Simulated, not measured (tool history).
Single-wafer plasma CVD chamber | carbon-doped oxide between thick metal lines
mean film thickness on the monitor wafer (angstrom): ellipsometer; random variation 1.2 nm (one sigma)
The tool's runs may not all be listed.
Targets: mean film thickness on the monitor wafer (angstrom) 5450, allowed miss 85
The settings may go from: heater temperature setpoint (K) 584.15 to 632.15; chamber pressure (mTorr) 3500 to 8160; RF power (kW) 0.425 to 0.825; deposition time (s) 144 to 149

| run | hour | heater temperature setpoint (K) | chamber pressure (mTorr) | RF power (kW) | deposition time (s) | mean film thickness on the monitor wafer (angstrom) |
|---|---|---|---|---|---|---|
| 1 | 0 | 608.15 | 5830 | 0.625 | 144 | 7616.7 |
| 2 | 5.4 | 611.15 | 5560 | 0.6 | 144 | 7265.1 |
| 3 | 7.2 | 611.15 | 4710 | 0.6 | 144 | 7113.4 |
| 4 | 8 | 616.15 | 4710 | 0.6 | 144 | 7054.4 |
| 5 | 16.3 | 616.15 | 5240 | 0.6 | 144 | 7130.9 |
| 6 | 21.4 | 616.15 | 5240 | 0.53 | 144 | 6351.3 |
| 7 | 23.4 | 628.15 | 4070 | 0.455 | 144 | 5020.4 |
| 8 | 30.9 | 627.15 | 4100 | 0.455 | 144 | 5022.8 |
| 9 | 36.4 | 626.15 | 4130 | 0.455 | 144 | 5025.3 |
| 10 | 44.9 | 624.15 | 4170 | 0.455 | 144 | 5057 |
| 11 | 49.8 | 622.15 | 4240 | 0.455 | 144 | 5129.8 |
| 12 | 53.3 | 621.15 | 4290 | 0.455 | 144 | 5146.6 |
| 13 | 61.9 | 621.15 | 4290 | 0.455 | 144 | 5131.5 |

Which of these 5 next moves meets every target?
| A | 70.5 | 612.15 | 3500 | 0.425 | 144 | ? |
| B | 70.5 | 629.15 | 3900 | 0.44 | 144 | ? |
| C | 70.5 | 624.15 | 5260 | 0.445 | 149 | ? |
| D | 70.5 | 617.15 | 3500 | 0.46 | 144 | ? |
| E | 70.5 | 618.15 | 4060 | 0.465 | 148 | ? |

| move | mean film thickness on the monitor wafer (angstrom) |
|---|---|
| A | 4680.7 |
| B | 4763.9 |
| C | 5258.5 |
| D | 5136.6 |
| E | 5431.1 |
A: further off than the last run
B: further off than the last run
C: nearer than the last run, and not there yet
D: as far off as the last run
E: meets every target
The right move is E.
